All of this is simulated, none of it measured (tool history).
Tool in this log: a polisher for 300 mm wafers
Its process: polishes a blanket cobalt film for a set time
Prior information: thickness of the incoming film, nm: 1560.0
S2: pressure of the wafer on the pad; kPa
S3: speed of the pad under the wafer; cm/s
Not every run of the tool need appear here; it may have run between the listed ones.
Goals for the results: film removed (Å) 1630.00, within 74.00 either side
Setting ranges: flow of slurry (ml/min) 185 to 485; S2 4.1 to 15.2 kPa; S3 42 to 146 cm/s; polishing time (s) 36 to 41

run 1 hour=0.0 | flow_of_slurry_(ml/min)=310 S2=9.7 S3=94 polishing_time_(s)=41 | film_removed_(Å)=1084.80
run 2 hour=4.7 | flow_of_slurry_(ml/min)=285 S2=9.7 S3=94 polishing_time_(s)=41 | film_removed_(Å)=1040.10
run 3 hour=7.9 | flow_of_slurry_(ml/min)=285 S2=9.7 S3=94 polishing_time_(s)=41 | film_removed_(Å)=1071.50
run 4 hour=10.1 | flow_of_slurry_(ml/min)=285 S2=9.7 S3=94 polishing_time_(s)=41 | film_removed_(Å)=1070.40
run 5 hour=18.6 | flow_of_slurry_(ml/min)=285 S2=9.7 S3=94 polishing_time_(s)=41 | film_removed_(Å)=1096.20
run 6 hour=22.6 | flow_of_slurry_(ml/min)=285 S2=9.7 S3=72 polishing_time_(s)=41 | film_removed_(Å)=833.30
run 7 hour=23.3 | flow_of_slurry_(ml/min)=285 S2=11.0 S3=74 polishing_time_(s)=41 | film_removed_(Å)=986.96
run 8 hour=26.5 | flow_of_slurry_(ml/min)=285 S2=11.7 S3=76 polishing_time_(s)=41 | film_removed_(Å)=1067.30
run 9 hour=32.5 | flow_of_slurry_(ml/min)=285 S2=12.4 S3=78 polishing_time_(s)=41 | film_removed_(Å)=1150.90

Which one of the following 4 next-run settings gets every result inside its allowed miss? There is exactly one.
run A hour=38.5 | flow_of_slurry_(ml/min)=485 S2=9.7 S3=118 polishing_time_(s)=41 | film_removed_(Å)=?
run B hour=38.5 | flow_of_slurry_(ml/min)=280 S2=10.3 S3=60 polishing_time_(s)=36 | film_removed_(Å)=?
run C hour=38.5 | flow_of_slurry_(ml/min)=340 S2=15.2 S3=88 polishing_time_(s)=41 | film_removed_(Å)=?
run D hour=38.5 | flow_of_slurry_(ml/min)=285 S2=13.1 S3=96 polishing_time_(s)=41 | film_removed_(Å)=?

move=A film_removed_(Å)=1398.10
move=B film_removed_(Å)=638.15
move=C film_removed_(Å)=1570.30
move=D film_removed_(Å)=1440.10
A: moves toward the targets from the last run without getting all of them in spec
B: further off than the last run
C: hits every target within its allowed miss
D: moves toward the targets from the last run without getting all of them in spec
Go with C: it meets all targets.

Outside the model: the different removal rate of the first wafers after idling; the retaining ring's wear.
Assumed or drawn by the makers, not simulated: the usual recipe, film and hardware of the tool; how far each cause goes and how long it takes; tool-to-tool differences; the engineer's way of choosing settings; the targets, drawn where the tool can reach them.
